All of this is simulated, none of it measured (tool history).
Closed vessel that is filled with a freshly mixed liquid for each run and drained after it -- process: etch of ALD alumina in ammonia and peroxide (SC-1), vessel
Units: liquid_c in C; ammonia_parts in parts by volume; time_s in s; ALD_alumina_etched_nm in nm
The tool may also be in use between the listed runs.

run	day	liquid_c	ammonia_parts	time_s	ALD_alumina_etched_nm
1	0.000	49.0	0.55	185	13.3240
2	0.108	47.0	0.55	185	11.8580
3	0.321	47.0	0.40	185	11.5490
4	0.471	53.5	0.40	185	16.3090
5	0.808	59.0	0.40	185	21.8900
6	0.838	55.0	0.40	185	17.3680
7	1.154	51.5	0.40	185	14.5530
8	1.212	49.0	0.40	185	12.8410
9	1.279	47.0	0.40	185	11.3910
10	1.404	45.5	0.40	185	10.5320
11	1.588	44.0	0.40	185	9.7517
12	1.692	43.0	0.40	185	9.0423
13	1.992	42.0	0.40	185	8.6872

Expected results for the next run?
14	2.075	41.5	0.40	185	?

ALD_alumina_etched_nm: 8.3369 nm

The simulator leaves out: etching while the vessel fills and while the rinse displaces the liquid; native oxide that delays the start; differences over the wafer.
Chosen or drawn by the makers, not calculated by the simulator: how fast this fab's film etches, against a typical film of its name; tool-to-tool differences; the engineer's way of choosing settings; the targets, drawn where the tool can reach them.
